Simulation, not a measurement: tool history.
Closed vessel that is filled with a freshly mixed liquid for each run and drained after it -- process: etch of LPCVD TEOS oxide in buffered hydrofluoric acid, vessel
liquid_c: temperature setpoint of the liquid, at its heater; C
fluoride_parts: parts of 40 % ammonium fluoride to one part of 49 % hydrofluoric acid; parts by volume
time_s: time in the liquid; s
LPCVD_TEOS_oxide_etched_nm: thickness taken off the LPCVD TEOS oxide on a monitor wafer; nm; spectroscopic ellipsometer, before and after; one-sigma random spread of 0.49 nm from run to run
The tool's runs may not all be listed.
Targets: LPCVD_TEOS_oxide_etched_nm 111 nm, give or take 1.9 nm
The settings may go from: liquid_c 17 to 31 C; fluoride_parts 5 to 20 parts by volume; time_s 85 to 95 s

run	hour	liquid_c	fluoride_parts	time_s	LPCVD_TEOS_oxide_etched_nm
1	0	23	12	85	136.92
2	7.9	23	12	95	152.58
3	16.2	22	12	95	144.14
4	22.7	21	12	95	136.78
5	29.7	20.5	12	95	132.43
6	37.7	20	12	95	130.37
7	39	19.5	12	95	126.32
8	47.8	19	12	95	122.35

Which single option among these 5 for the next run brings every result within its allowed miss of target? Just one does.
A	56.6	17	11.5	90	?
B	56.6	17.5	10.5	85	?
C	56.6	17.5	11.5	90	?
D	56.6	20.5	12.5	85	?
E	56.6	19.5	11.5	85	?

move	LPCVD_TEOS_oxide_etched_nm
A	108.7
B	115.41
C	111.82
D	115.14
E	118.16
A: the result that was furthest off in the last run now lies on the other side of its target
B: moves toward the targets from the last run without getting all of them in spec
C: every result within its allowed miss
D: moves toward the targets from the last run without getting all of them in spec
E: moves toward the targets from the last run without getting all of them in spec
Answer: C

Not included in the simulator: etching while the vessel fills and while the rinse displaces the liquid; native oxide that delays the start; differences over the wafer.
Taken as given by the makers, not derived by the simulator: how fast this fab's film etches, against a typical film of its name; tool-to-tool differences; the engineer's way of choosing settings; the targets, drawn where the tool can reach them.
